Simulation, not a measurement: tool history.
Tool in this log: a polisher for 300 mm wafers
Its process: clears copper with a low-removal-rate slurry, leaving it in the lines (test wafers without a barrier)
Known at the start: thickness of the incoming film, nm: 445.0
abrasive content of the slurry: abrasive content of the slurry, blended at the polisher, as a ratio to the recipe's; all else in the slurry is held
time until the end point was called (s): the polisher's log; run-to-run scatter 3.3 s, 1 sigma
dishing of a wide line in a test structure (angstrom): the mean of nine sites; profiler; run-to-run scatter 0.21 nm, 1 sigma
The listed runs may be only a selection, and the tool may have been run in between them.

run,hour,flow of slurry (ml/min),pressure of the wafer on the pad (kPa),speed of the pad under the wafer (m/s),abrasive content of the slurry,overpolish time after the end point (s),time until the end point was called (s),dishing of a wide line in a test structure (angstrom)
1,0,300,21.4,1.14,1,23,141.04,235.04
2,6.5,300,21.4,1.14,1,13,141.12,180.45
3,15.2,300,21.4,1.14,1,7,141.4,124.23
4,19,300,21.4,1.32,1,7,119.46,142.07
5,26.3,300,18.6,1.3,1,9,140.56,146.72
6,31.2,300,16.5,1.28,1,10,163.94,139.42

Estimate the outcome of run 7 from the log above:
7,38.6,300,15.2,1.28,1,12,?,?

time until the end point was called (s): 172.53
dishing of a wide line in a test structure (angstrom): 151.56
